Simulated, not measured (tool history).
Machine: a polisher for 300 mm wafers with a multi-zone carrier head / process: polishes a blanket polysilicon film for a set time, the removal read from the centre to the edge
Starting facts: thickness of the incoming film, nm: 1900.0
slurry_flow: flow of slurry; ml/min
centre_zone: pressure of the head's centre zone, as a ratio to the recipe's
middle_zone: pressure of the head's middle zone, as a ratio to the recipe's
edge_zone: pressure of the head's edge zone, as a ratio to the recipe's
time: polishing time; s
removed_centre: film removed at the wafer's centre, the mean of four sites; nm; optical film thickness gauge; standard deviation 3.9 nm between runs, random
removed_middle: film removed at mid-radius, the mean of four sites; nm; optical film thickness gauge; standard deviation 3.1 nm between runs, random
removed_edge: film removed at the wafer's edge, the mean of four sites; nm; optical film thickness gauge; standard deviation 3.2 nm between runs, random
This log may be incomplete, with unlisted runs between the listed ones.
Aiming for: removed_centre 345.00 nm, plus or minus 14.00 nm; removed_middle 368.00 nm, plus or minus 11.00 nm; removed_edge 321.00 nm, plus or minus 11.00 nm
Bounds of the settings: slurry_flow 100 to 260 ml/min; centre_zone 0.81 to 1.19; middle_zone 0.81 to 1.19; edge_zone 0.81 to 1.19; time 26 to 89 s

run 1 hour=0.0 | slurry_flow=165 centre_zone=1.00 middle_zone=1.00 edge_zone=1.00 time=57 | removed_centre=323.93 removed_middle=296.88 removed_edge=290.11
run 2 hour=0.8 | slurry_flow=175 centre_zone=1.00 middle_zone=1.02 edge_zone=1.01 time=57 | removed_centre=328.73 removed_middle=304.59 removed_edge=286.79
run 3 hour=1.6 | slurry_flow=175 centre_zone=1.00 middle_zone=1.08 edge_zone=1.01 time=57 | removed_centre=330.06 removed_middle=317.04 removed_edge=294.76
run 4 hour=2.4 | slurry_flow=175 centre_zone=1.00 middle_zone=1.01 edge_zone=1.01 time=57 | removed_centre=337.73 removed_middle=300.18 removed_edge=289.78
run 5 hour=4.7 | slurry_flow=175 centre_zone=1.00 middle_zone=1.01 edge_zone=1.01 time=49 | removed_centre=284.54 removed_middle=254.61 removed_edge=250.97
run 6 hour=7.0 | slurry_flow=175 centre_zone=1.00 middle_zone=1.01 edge_zone=1.01 time=62 | removed_centre=356.65 removed_middle=331.88 removed_edge=317.38
run 7 hour=13.4 | slurry_flow=175 centre_zone=1.00 middle_zone=1.01 edge_zone=1.01 time=62 | removed_centre=350.41 removed_middle=330.22 removed_edge=319.47
-- hour=20.4 centre zone pressure recalibrated
run 8 hour=20.4 | slurry_flow=180 centre_zone=0.99 middle_zone=1.02 edge_zone=1.01 time=62 | removed_centre=319.69 removed_middle=336.50 removed_edge=321.14
run 9 hour=27.2 | slurry_flow=180 centre_zone=0.99 middle_zone=1.03 edge_zone=1.00 time=62 | removed_centre=314.92 removed_middle=332.13 removed_edge=318.28
run 10 hour=32.9 | slurry_flow=180 centre_zone=0.99 middle_zone=1.03 edge_zone=1.00 time=62 | removed_centre=319.07 removed_middle=332.50 removed_edge=309.91
run 11 hour=41.0 | slurry_flow=180 centre_zone=0.99 middle_zone=1.04 edge_zone=1.00 time=62 | removed_centre=322.62 removed_middle=331.11 removed_edge=315.43

Pick the move, out of 4, that brings all results within their allowed miss; only one does.
run A hour=49.1 | slurry_flow=160 centre_zone=0.90 middle_zone=1.04 edge_zone=0.99 time=64 | removed_centre=? removed_middle=? removed_edge=?
run B hour=49.1 | slurry_flow=175 centre_zone=1.07 middle_zone=1.04 edge_zone=1.04 time=60 | removed_centre=? removed_middle=? removed_edge=?
run C hour=49.1 | slurry_flow=170 centre_zone=1.04 middle_zone=1.12 edge_zone=0.95 time=64 | removed_centre=? removed_middle=? removed_edge=?
run D hour=49.1 | slurry_flow=175 centre_zone=1.00 middle_zone=1.05 edge_zone=1.01 time=64 | removed_centre=? removed_middle=? removed_edge=?

move=A removed_centre=290.97 removed_middle=342.25 removed_edge=322.87
move=B removed_centre=329.34 removed_middle=324.56 removed_edge=312.08
move=C removed_centre=340.05 removed_middle=367.46 removed_edge=318.84
move=D removed_centre=328.17 removed_middle=349.17 removed_edge=328.59
A: the biggest miss grows against the last run
B: the biggest miss grows against the last run
C: in spec on every target
D: closes in on the targets versus the last run, not all within tolerance yet
Move C is the one to make.
